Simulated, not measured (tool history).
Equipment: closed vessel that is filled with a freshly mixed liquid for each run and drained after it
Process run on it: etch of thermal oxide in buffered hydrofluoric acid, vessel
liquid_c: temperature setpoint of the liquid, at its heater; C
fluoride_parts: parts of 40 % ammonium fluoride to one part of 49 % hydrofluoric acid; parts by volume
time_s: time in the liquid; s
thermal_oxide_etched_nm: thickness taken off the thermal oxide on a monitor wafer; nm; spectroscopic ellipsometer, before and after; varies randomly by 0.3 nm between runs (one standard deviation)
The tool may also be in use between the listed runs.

run 1 hour=0 | liquid_c=24 fluoride_parts=9.5 time_s=95 | thermal_oxide_etched_nm=99.941
run 2 hour=6.2 | liquid_c=22 fluoride_parts=9.5 time_s=95 | thermal_oxide_etched_nm=89.459
run 3 hour=14.3 | liquid_c=23.5 fluoride_parts=9.5 time_s=95 | thermal_oxide_etched_nm=96.327
run 4 hour=23.1 | liquid_c=26.5 fluoride_parts=9.5 time_s=95 | thermal_oxide_etched_nm=113.96
run 5 hour=27.6 | liquid_c=26.5 fluoride_parts=9.5 time_s=100 | thermal_oxide_etched_nm=120.6
run 6 hour=34.5 | liquid_c=24 fluoride_parts=10 time_s=100 | thermal_oxide_etched_nm=101.25
run 7 hour=36.2 | liquid_c=20 fluoride_parts=11 time_s=100 | thermal_oxide_etched_nm=74.73
run 8 hour=38.6 | liquid_c=20 fluoride_parts=11 time_s=100 | thermal_oxide_etched_nm=73.871

For run 9, what comes out?
run 9 hour=46.3 | liquid_c=19.5 fluoride_parts=11 time_s=100 | thermal_oxide_etched_nm=?

Run 9 measured thermal_oxide_etched_nm 72.007 nm.
